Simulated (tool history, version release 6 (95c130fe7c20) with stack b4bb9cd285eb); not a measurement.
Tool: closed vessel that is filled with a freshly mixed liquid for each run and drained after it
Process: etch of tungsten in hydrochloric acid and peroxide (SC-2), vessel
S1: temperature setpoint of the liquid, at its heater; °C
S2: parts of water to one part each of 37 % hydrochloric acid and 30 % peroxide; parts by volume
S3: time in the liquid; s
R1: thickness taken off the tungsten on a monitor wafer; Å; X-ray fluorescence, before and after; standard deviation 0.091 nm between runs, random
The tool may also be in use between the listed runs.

run  hour    S1   S2   S3      R1
  1   0.0  58.0  6.5  105  529.42
  2   3.9  55.0  6.5  105  436.18
  3   5.1  55.0  6.5  115  477.21
  4  12.7  52.5  6.5  115  404.28
  5  14.1  51.0  6.5  115  362.79
  6  15.2  54.0  6.5  115  445.21
  7  16.3  52.0  6.5  115  392.16
  8  17.9  50.5  6.5  115  354.50
  9  21.4  49.0  6.5  115  320.25
 10  24.8  48.0  6.5  115  298.12
 11  33.7  47.5  6.5  115  289.08

Predict the results of run 12:
 12  37.9  47.0  6.5  115   ?

R1: 280.02 Å
